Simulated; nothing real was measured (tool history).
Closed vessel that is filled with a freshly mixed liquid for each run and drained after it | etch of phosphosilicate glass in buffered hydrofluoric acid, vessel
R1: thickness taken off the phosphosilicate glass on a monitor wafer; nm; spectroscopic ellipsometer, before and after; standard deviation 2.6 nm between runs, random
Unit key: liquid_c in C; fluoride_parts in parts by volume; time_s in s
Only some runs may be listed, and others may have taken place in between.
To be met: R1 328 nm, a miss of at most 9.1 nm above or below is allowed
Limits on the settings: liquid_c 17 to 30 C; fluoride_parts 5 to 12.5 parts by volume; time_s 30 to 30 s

{"run": 1, "hour": 0.0, "liquid_c": 22, "fluoride_parts": 7.5, "time_s": 30, "R1": 273.19}
{"run": 2, "hour": 7.6, "liquid_c": 22.5, "fluoride_parts": 7.5, "time_s": 30, "R1": 281.29}
{"run": 3, "hour": 12.6, "liquid_c": 22.5, "fluoride_parts": 7.5, "time_s": 30, "R1": 281.02}
{"run": 4, "hour": 15.9, "liquid_c": 23, "fluoride_parts": 7.5, "time_s": 30, "R1": 282.42}
{"run": 5, "hour": 22.9, "liquid_c": 19.5, "fluoride_parts": 7.5, "time_s": 30, "R1": 238.35}
{"run": 6, "hour": 28.1, "liquid_c": 20, "fluoride_parts": 7.5, "time_s": 30, "R1": 247.07}
{"run": 7, "hour": 37.0, "liquid_c": 20.5, "fluoride_parts": 7.5, "time_s": 30, "R1": 250.4}
{"run": 8, "hour": 38.2, "liquid_c": 20.5, "fluoride_parts": 7.5, "time_s": 30, "R1": 247.96}
{"run": 9, "hour": 47.1, "liquid_c": 21, "fluoride_parts": 7.5, "time_s": 30, "R1": 258.72}
{"run": 10, "hour": 53.9, "liquid_c": 21.5, "fluoride_parts": 7.5, "time_s": 30, "R1": 263.62}
{"run": 11, "hour": 59.3, "liquid_c": 22, "fluoride_parts": 7.5, "time_s": 30, "R1": 272.11}
{"run": 12, "hour": 65.6, "liquid_c": 22.5, "fluoride_parts": 7.5, "time_s": 30, "R1": 280.1}
{"run": 13, "hour": 73.5, "liquid_c": 23, "fluoride_parts": 7.5, "time_s": 30, "R1": 285.96}
{"run": 14, "hour": 78.6, "liquid_c": 26, "fluoride_parts": 7.5, "time_s": 30, "R1": 341.57}

Consider the 4 candidate settings below. Which is the only one whose results all fall within their allowed miss of target?
{"run": "A", "hour": 83.7, "liquid_c": 27, "fluoride_parts": 7.5, "time_s": 30, "R1": "?"}
{"run": "B", "hour": 83.7, "liquid_c": 21.5, "fluoride_parts": 6, "time_s": 30, "R1": "?"}
{"run": "C", "hour": 83.7, "liquid_c": 26.5, "fluoride_parts": 7.5, "time_s": 30, "R1": "?"}
{"run": "D", "hour": 83.7, "liquid_c": 26.5, "fluoride_parts": 8.5, "time_s": 30, "R1": "?"}

move=A R1=358.79
move=B R1=327.6
move=C R1=349.32
move=D R1=305.08
A: the biggest miss grows against the last run
B: hits every target within its allowed miss
C: the biggest miss grows against the last run
D: takes the biggest miss from the last run beyond its target
B is the move that brings every result within its allowed miss.
